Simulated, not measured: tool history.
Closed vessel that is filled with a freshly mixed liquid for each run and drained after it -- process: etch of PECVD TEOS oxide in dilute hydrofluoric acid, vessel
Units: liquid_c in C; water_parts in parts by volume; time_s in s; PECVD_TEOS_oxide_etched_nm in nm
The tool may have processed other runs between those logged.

run 1 hour=0 | liquid_c=25 water_parts=95 time_s=95 | PECVD_TEOS_oxide_etched_nm=22.907
run 2 hour=8.2 | liquid_c=26 water_parts=95 time_s=95 | PECVD_TEOS_oxide_etched_nm=23.857
run 3 hour=10.8 | liquid_c=26.5 water_parts=95 time_s=95 | PECVD_TEOS_oxide_etched_nm=24.332
run 4 hour=12.5 | liquid_c=26.5 water_parts=130 time_s=95 | PECVD_TEOS_oxide_etched_nm=17.228
run 5 hour=15.6 | liquid_c=27.5 water_parts=125 time_s=95 | PECVD_TEOS_oxide_etched_nm=18.546
run 6 hour=17.8 | liquid_c=28 water_parts=120 time_s=95 | PECVD_TEOS_oxide_etched_nm=19.736
run 7 hour=24.5 | liquid_c=28.5 water_parts=115 time_s=95 | PECVD_TEOS_oxide_etched_nm=21.048

For run 8, what comes out?
run 8 hour=29 | liquid_c=29 water_parts=110 time_s=95 | PECVD_TEOS_oxide_etched_nm=?

{"run 8": {"PECVD_TEOS_oxide_etched_nm": 22.798}}
